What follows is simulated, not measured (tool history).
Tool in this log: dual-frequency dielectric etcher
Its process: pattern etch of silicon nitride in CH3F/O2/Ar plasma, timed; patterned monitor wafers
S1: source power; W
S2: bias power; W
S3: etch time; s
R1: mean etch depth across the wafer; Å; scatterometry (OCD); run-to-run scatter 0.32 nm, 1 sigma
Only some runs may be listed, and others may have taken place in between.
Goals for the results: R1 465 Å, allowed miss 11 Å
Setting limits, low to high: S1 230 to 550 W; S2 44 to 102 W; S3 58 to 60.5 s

{"run": 1, "hour": 0.0, "S1": 390, "S2": 73, "S3": 58, "R1": 393.93}
{"run": 2, "hour": 3.8, "S1": 390, "S2": 66, "S3": 58, "R1": 380.1}
{"run": 3, "hour": 9.1, "S1": 390, "S2": 58, "S3": 58, "R1": 368.33}
{"run": 4, "hour": 14.0, "S1": 390, "S2": 58, "S3": 60.5, "R1": 389.34}
{"run": 5, "hour": 18.0, "S1": 410, "S2": 60, "S3": 60.5, "R1": 394.94}
{"run": 6, "hour": 20.1, "S1": 430, "S2": 64, "S3": 60.5, "R1": 414.03}
{"run": 7, "hour": 20.9, "S1": 450, "S2": 65, "S3": 60.5, "R1": 421.4}
{"run": 8, "hour": 21.9, "S1": 460, "S2": 66, "S3": 60.5, "R1": 430.17}
{"run": 9, "hour": 23.7, "S1": 470, "S2": 67, "S3": 60.5, "R1": 434.27}
{"run": 10, "hour": 31.0, "S1": 470, "S2": 67, "S3": 60.5, "R1": 439.33}
{"run": 11, "hour": 32.2, "S1": 480, "S2": 67, "S3": 60.5, "R1": 441.13}
{"run": 12, "hour": 37.7, "S1": 490, "S2": 67, "S3": 60.5, "R1": 443.58}
{"run": 13, "hour": 40.3, "S1": 500, "S2": 67, "S3": 60.5, "R1": 447.7}
{"run": 14, "hour": 42.7, "S1": 510, "S2": 67, "S3": 60.5, "R1": 450.16}

Consider the 5 candidate settings below. Which is the only one whose results all fall within their allowed miss of target?
{"run": "A", "hour": 45.1, "S1": 520, "S2": 66, "S3": 59, "R1": "?"}
{"run": "B", "hour": 45.1, "S1": 510, "S2": 76, "S3": 60.5, "R1": "?"}
{"run": "C", "hour": 45.1, "S1": 550, "S2": 60, "S3": 59, "R1": "?"}
{"run": "D", "hour": 45.1, "S1": 430, "S2": 81, "S3": 59.5, "R1": "?"}
{"run": "E", "hour": 45.1, "S1": 530, "S2": 61, "S3": 60, "R1": "?"}

move=A R1=445.48
move=B R1=472.81
move=C R1=443.6
move=D R1=442.18
move=E R1=446.32
A: its largest miss is bigger than the last run's
B: every result within its allowed miss
C: its largest miss is bigger than the last run's
D: its largest miss is bigger than the last run's
E: its largest miss is bigger than the last run's
Move B is the one to make.
